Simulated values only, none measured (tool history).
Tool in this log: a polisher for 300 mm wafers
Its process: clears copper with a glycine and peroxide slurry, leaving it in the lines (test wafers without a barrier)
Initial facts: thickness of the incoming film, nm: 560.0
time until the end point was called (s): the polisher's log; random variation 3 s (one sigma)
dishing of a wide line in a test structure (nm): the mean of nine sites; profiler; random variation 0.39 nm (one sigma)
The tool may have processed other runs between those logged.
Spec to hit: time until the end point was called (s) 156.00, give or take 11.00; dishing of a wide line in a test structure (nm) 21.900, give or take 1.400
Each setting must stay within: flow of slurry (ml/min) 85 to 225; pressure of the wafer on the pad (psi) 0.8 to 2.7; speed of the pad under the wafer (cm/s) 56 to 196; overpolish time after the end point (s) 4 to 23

| run | hour | flow of slurry (ml/min) | pressure of the wafer on the pad (psi) | speed of the pad under the wafer (cm/s) | overpolish time after the end point (s) | time until the end point was called (s) | dishing of a wide line in a test structure (nm) |
|---|---|---|---|---|---|---|---|
| 1 | 0.0 | 145 | 1.7 | 126 | 12 | 130.93 | 36.878 |
| 2 | 3.0 | 160 | 1.7 | 126 | 12 | 126.81 | 37.253 |
| 3 | 6.3 | 175 | 1.7 | 126 | 12 | 123.72 | 36.878 |
| 4 | 12.1 | 180 | 1.5 | 124 | 11 | 137.51 | 33.812 |
| 5 | 18.9 | 180 | 1.5 | 146 | 11 | 120.39 | 36.804 |
| 6 | 20.0 | 180 | 1.4 | 142 | 9 | 128.06 | 28.818 |
| 7 | 26.6 | 180 | 1.4 | 142 | 9 | 128.33 | 28.842 |
| 8 | 29.9 | 175 | 1.3 | 140 | 8 | 130.29 | 25.287 |
| 9 | 31.0 | 175 | 1.3 | 140 | 8 | 132.21 | 25.099 |

Exercise: of the 4 proposed moves below, exactly one satisfies all targets within the stated allowed misses. Which move is it?
| A | 32.1 | 145 | 1.7 | 150 | 8 | ? | ? |
| B | 32.1 | 175 | 1.4 | 106 | 11 | ? | ? |
| C | 32.1 | 165 | 1.3 | 112 | 8 | ? | ? |
| D | 32.1 | 170 | 1.5 | 154 | 9 | ? | ? |

| move | time until the end point was called (s) | dishing of a wide line in a test structure (nm) |
|---|---|---|
| A | 114.98 | 29.472 |
| B | 162.34 | 28.872 |
| C | 162.42 | 21.593 |
| D | 118.21 | 31.774 |
A: the biggest miss grows against the last run
B: the biggest miss grows against the last run
C: every result lands within tolerance
D: the biggest miss grows against the last run
Answer: C

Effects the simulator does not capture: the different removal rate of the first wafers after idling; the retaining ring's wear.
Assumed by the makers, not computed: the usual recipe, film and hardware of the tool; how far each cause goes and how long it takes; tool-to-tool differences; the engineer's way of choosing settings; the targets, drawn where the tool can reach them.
